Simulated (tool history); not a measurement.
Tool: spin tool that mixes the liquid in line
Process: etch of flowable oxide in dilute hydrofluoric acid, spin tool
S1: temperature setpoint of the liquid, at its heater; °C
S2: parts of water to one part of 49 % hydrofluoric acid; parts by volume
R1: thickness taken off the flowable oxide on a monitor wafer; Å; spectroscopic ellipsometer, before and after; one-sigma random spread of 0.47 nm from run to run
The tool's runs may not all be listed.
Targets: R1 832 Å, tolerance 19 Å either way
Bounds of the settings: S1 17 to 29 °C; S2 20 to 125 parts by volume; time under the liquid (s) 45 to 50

{"run": 1, "hour": 0.0, "S1": 21, "S2": 70, "time under the liquid (s)": 45, "R1": 273.25}
{"run": 2, "hour": 4.3, "S1": 22.5, "S2": 60, "time under the liquid (s)": 45, "R1": 341.52}
{"run": 3, "hour": 5.4, "S1": 22.5, "S2": 80, "time under the liquid (s)": 45, "R1": 250.84}
{"run": 4, "hour": 8.6, "S1": 22.5, "S2": 95, "time under the liquid (s)": 45, "R1": 207.62}
{"run": 5, "hour": 13.6, "S1": 24, "S2": 80, "time under the liquid (s)": 45, "R1": 269.04}
{"run": 6, "hour": 14.3, "S1": 26.5, "S2": 80, "time under the liquid (s)": 45, "R1": 297.86}
{"run": 7, "hour": 22.6, "S1": 29, "S2": 50, "time under the liquid (s)": 45, "R1": 549.02}
{"run": 8, "hour": 26.5, "S1": 29, "S2": 45, "time under the liquid (s)": 45, "R1": 618.64}
{"run": 9, "hour": 31.2, "S1": 29, "S2": 40, "time under the liquid (s)": 45, "R1": 694.16}
{"run": 10, "hour": 38.8, "S1": 29, "S2": 35, "time under the liquid (s)": 45, "R1": 804.31}
{"run": 11, "hour": 39.9, "S1": 28.5, "S2": 35, "time under the liquid (s)": 45, "R1": 783.95}
{"run": 12, "hour": 47.0, "S1": 28.5, "S2": 35, "time under the liquid (s)": 45, "R1": 782.95}
{"run": 13, "hour": 51.9, "S1": 29, "S2": 35, "time under the liquid (s)": 45, "R1": 800.71}
{"run": 14, "hour": 60.2, "S1": 28.5, "S2": 35, "time under the liquid (s)": 45, "R1": 779.84}
{"run": 15, "hour": 61.1, "S1": 29, "S2": 35, "time under the liquid (s)": 45, "R1": 790.42}
{"run": 16, "hour": 62.1, "S1": 29, "S2": 30, "time under the liquid (s)": 45, "R1": 941.6}
{"run": 17, "hour": 65.1, "S1": 28, "S2": 30, "time under the liquid (s)": 45, "R1": 900.27}
{"run": 18, "hour": 66.0, "S1": 28, "S2": 30, "time under the liquid (s)": 45, "R1": 903.51}
{"run": 19, "hour": 73.2, "S1": 27, "S2": 30, "time under the liquid (s)": 45, "R1": 868.59}

Consider the 4 candidate settings below. Which is the only one whose results all fall within their allowed miss of target?
{"run": "A", "hour": 80.4, "S1": 27.5, "S2": 30, "time under the liquid (s)": 45, "R1": "?"}
{"run": "B", "hour": 80.4, "S1": 24, "S2": 25, "time under the liquid (s)": 45, "R1": "?"}
{"run": "C", "hour": 80.4, "S1": 27.5, "S2": 35, "time under the liquid (s)": 50, "R1": "?"}
{"run": "D", "hour": 80.4, "S1": 26.5, "S2": 30, "time under the liquid (s)": 50, "R1": "?"}

move=A R1=878.81
move=B R1=918.79
move=C R1=830.8
move=D R1=937.3
A: the biggest miss grows against the last run
B: the biggest miss grows against the last run
C: every result lands within tolerance
D: the biggest miss grows against the last run
So the answer is move C, the one that meets all the targets.
